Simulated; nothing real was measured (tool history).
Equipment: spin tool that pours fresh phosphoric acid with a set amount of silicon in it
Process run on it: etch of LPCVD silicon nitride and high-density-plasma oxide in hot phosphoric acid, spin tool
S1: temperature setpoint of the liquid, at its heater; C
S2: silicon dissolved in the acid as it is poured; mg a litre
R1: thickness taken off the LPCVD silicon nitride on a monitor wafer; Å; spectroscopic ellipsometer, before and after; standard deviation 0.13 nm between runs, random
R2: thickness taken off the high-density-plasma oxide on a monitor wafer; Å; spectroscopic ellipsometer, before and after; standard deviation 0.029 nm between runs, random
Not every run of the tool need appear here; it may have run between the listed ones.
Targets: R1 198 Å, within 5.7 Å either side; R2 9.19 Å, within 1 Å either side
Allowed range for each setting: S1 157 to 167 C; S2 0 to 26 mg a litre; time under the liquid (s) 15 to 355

Run 1, day 0: S1 162 C, S2 11.5 mg a litre, time under the liquid (s) 180. Result: R1 173.98 Å, R2 6.8562 Å.
Run 2, day 0.296: S1 162 C, S2 9 mg a litre, time under the liquid (s) 180. Result: R1 172.73 Å, R2 7.219 Å.
Run 3, day 0.425: S1 163 C, S2 9 mg a litre, time under the liquid (s) 180. Result: R1 177.83 Å, R2 7.9114 Å.
Run 4, day 0.45: S1 163 C, S2 9 mg a litre, time under the liquid (s) 115. Result: R1 114.28 Å, R2 5.1528 Å.
Run 5, day 0.604: S1 162 C, S2 9 mg a litre, time under the liquid (s) 115. Result: R1 109.31 Å, R2 4.6797 Å.
Run 6, day 0.642: S1 163 C, S2 10.5 mg a litre, time under the liquid (s) 135. Result: R1 132.48 Å, R2 5.6334 Å.
Run 7, day 0.783: S1 164 C, S2 11 mg a litre, time under the liquid (s) 145. Result: R1 149.26 Å, R2 6.7651 Å.
Run 8, day 0.85: S1 166.5 C, S2 18 mg a litre, time under the liquid (s) 175. Result: R1 193.7 Å, R2 8.0592 Å.
Run 9, day 1.042: S1 166.5 C, S2 17 mg a litre, time under the liquid (s) 175. Result: R1 193.35 Å, R2 8.0515 Å.

5 next moves are on the table. One of them brings every result within its allowed miss. Which?
Run A, day 1.233: S1 165.5 C, S2 20.5 mg a litre, time under the liquid (s) 185. Result: R1 ?, R2 ?.
Run B, day 1.233: S1 164.5 C, S2 23.5 mg a litre, time under the liquid (s) 190. Result: R1 ?, R2 ?.
Run C, day 1.233: S1 166.5 C, S2 22 mg a litre, time under the liquid (s) 180. Result: R1 ?, R2 ?.
Run D, day 1.233: S1 166.5 C, S2 12.5 mg a litre, time under the liquid (s) 180. Result: R1 ?, R2 ?.
Run E, day 1.233: S1 167 C, S2 21.5 mg a litre, time under the liquid (s) 165. Result: R1 ?, R2 ?.

move      R1      R2
   A  200.32  7.3156
   B  199.09  6.3808
   C  201.38  7.3173
   D  201.38  9.4238
   E  187.63  7.0582
A: its largest miss is bigger than the last run's
B: its largest miss is bigger than the last run's
C: its largest miss is bigger than the last run's
D: hits every target within its allowed miss
E: its largest miss is bigger than the last run's
The right move is D.

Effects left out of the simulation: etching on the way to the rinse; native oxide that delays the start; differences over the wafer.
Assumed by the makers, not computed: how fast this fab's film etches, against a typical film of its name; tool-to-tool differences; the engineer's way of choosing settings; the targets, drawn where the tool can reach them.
